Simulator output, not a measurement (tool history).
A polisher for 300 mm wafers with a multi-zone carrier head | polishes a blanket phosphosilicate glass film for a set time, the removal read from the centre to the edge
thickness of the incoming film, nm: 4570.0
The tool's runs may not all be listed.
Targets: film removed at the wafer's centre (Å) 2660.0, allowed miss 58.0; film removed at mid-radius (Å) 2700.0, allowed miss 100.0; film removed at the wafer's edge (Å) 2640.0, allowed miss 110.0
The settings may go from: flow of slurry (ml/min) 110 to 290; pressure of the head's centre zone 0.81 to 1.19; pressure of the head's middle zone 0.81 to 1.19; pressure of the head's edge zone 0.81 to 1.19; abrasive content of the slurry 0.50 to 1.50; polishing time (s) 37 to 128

| run | hour | flow of slurry (ml/min) | pressure of the head's centre zone | pressure of the head's middle zone | pressure of the head's edge zone | abrasive content of the slurry | polishing time (s) | film removed at the wafer's centre (Å) | film removed at mid-radius (Å) | film removed at the wafer's edge (Å) |
|---|---|---|---|---|---|---|---|---|---|---|
| 1 | 0.0 | 185 | 1.00 | 1.00 | 1.00 | 1.00 | 82 | 4440.5 | 4388.9 | 4562.3 |
| 2 | 4.1 | 185 | 0.99 | 1.00 | 0.98 | 0.95 | 80 | 4238.0 | 4112.3 | 4151.8 |
| 3 | 10.0 | 185 | 0.99 | 1.03 | 0.98 | 0.95 | 80 | 4211.0 | 4257.0 | 4231.8 |
| 4 | 18.4 | 185 | 0.99 | 1.03 | 0.94 | 0.95 | 80 | 4236.8 | 4278.6 | 4138.1 |
| 5 | 19.7 | 185 | 1.07 | 1.03 | 0.94 | 0.95 | 80 | 4534.9 | 4276.4 | 4132.1 |
| 6 | 25.3 | 180 | 1.04 | 1.02 | 0.93 | 0.90 | 79 | 4170.2 | 3938.9 | 3945.3 |
| 7 | 32.5 | 185 | 1.02 | 1.02 | 0.92 | 0.85 | 78 | 3957.0 | 3871.2 | 3715.6 |
| 8 | 37.4 | 185 | 1.00 | 1.00 | 0.91 | 0.80 | 78 | 3688.7 | 3665.7 | 3591.1 |
| 9 | 39.6 | 205 | 0.97 | 0.96 | 0.81 | 0.55 | 66 | 2311.1 | 2287.1 | 2136.7 |
| 10 | 44.7 | 200 | 0.98 | 0.97 | 0.83 | 0.55 | 66 | 2309.7 | 2258.5 | 2170.6 |
| 11 | 46.6 | 200 | 0.98 | 0.97 | 0.83 | 0.55 | 66 | 2305.4 | 2239.5 | 2188.3 |
| 12 | 47.4 | 200 | 0.99 | 0.99 | 0.85 | 0.55 | 66 | 2332.6 | 2290.1 | 2155.7 |
| 13 | 48.8 | 195 | 0.99 | 1.00 | 0.87 | 0.55 | 66 | 2337.5 | 2303.3 | 2205.9 |
| 14 | 54.6 | 190 | 1.00 | 1.02 | 0.89 | 0.55 | 66 | 2334.1 | 2328.4 | 2218.9 |
| 15 | 58.2 | 185 | 1.01 | 1.03 | 0.91 | 0.55 | 66 | 2386.3 | 2336.7 | 2262.5 |
| 16 | 66.0 | 180 | 1.01 | 1.05 | 0.93 | 0.55 | 66 | 2346.2 | 2345.3 | 2245.0 |
| 17 | 67.4 | 180 | 1.01 | 1.06 | 0.95 | 0.55 | 66 | 2345.9 | 2398.6 | 2275.0 |
| 18 | 72.8 | 180 | 1.02 | 1.07 | 0.97 | 0.55 | 66 | 2385.6 | 2398.6 | 2292.7 |
| 19 | 77.9 | 180 | 1.02 | 1.08 | 0.99 | 0.55 | 66 | 2363.5 | 2447.3 | 2334.6 |
| 20 | 83.2 | 185 | 1.03 | 1.08 | 1.00 | 0.55 | 66 | 2403.2 | 2422.8 | 2365.9 |
| 21 | 87.0 | 190 | 1.04 | 1.09 | 1.01 | 0.55 | 66 | 2425.7 | 2489.0 | 2372.9 |
| 22 | 89.6 | 195 | 1.05 | 1.09 | 1.02 | 0.55 | 66 | 2496.3 | 2460.4 | 2357.5 |
| 23 | 90.4 | 195 | 1.05 | 1.09 | 1.03 | 0.55 | 66 | 2494.3 | 2479.8 | 2408.1 |

4 next moves are on the table. One of them brings every result within its allowed miss. Which?
| A | 91.2 | 170 | 1.04 | 0.98 | 1.05 | 0.50 | 80 | ? | ? | ? |
| B | 91.2 | 165 | 1.04 | 1.09 | 1.05 | 0.65 | 64 | ? | ? | ? |
| C | 91.2 | 205 | 1.05 | 1.07 | 1.01 | 0.55 | 66 | ? | ? | ? |
| D | 91.2 | 180 | 1.07 | 1.01 | 1.04 | 0.55 | 65 | ? | ? | ? |

| move | film removed at the wafer's centre (Å) | film removed at mid-radius (Å) | film removed at the wafer's edge (Å) |
|---|---|---|---|
| A | 2619.8 | 2454.5 | 2583.9 |
| B | 2654.6 | 2721.6 | 2617.2 |
| C | 2473.0 | 2462.8 | 2344.7 |
| D | 2431.6 | 2267.8 | 2311.2 |
A: brings the result that was furthest off to its target, and leaves another outside
B: meets every target
C: further off than the last run
D: further off than the last run
Move B is the one to make.
